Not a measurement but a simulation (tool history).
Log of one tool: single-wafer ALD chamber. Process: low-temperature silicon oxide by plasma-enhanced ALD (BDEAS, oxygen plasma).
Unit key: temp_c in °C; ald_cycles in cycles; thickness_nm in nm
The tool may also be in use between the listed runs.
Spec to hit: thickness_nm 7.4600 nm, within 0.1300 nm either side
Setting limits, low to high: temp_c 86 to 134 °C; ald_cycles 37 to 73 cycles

run 1 hour=0.0 | temp_c=110 ald_cycles=55 | thickness_nm=8.6327
run 2 hour=4.0 | temp_c=111 ald_cycles=54 | thickness_nm=8.4804
run 3 hour=5.8 | temp_c=111 ald_cycles=57 | thickness_nm=8.9492
run 4 hour=10.8 | temp_c=112 ald_cycles=56 | thickness_nm=8.7617
run 5 hour=19.0 | temp_c=113 ald_cycles=55 | thickness_nm=8.5846
run 6 hour=22.3 | temp_c=121 ald_cycles=55 | thickness_nm=8.4986
run 7 hour=24.0 | temp_c=121 ald_cycles=54 | thickness_nm=8.3015
run 8 hour=30.0 | temp_c=122 ald_cycles=53 | thickness_nm=8.1121
run 9 hour=37.1 | temp_c=123 ald_cycles=52 | thickness_nm=7.9751
run 10 hour=44.5 | temp_c=126 ald_cycles=47 | thickness_nm=7.1482
run 11 hour=53.2 | temp_c=125 ald_cycles=47 | thickness_nm=7.1781
run 12 hour=56.1 | temp_c=124 ald_cycles=47 | thickness_nm=7.1753
run 13 hour=62.1 | temp_c=123 ald_cycles=47 | thickness_nm=7.1898

Consider the 5 candidate settings below. Which is the only one whose results all fall within their allowed miss of target?
run A hour=68.1 | temp_c=119 ald_cycles=46 | thickness_nm=?
run B hour=68.1 | temp_c=118 ald_cycles=48 | thickness_nm=?
run C hour=68.1 | temp_c=118 ald_cycles=50 | thickness_nm=?
run D hour=68.1 | temp_c=120 ald_cycles=44 | thickness_nm=?
run E hour=68.1 | temp_c=116 ald_cycles=45 | thickness_nm=?

move=A thickness_nm=7.1198
move=B thickness_nm=7.4440
move=C thickness_nm=7.7541
move=D thickness_nm=6.7968
move=E thickness_nm=7.0062
A: moves away from the targets compared with the last run
B: all results land within tolerance of their targets
C: takes the result that was furthest off past its target
D: moves away from the targets compared with the last run
E: moves away from the targets compared with the last run
Answer: B
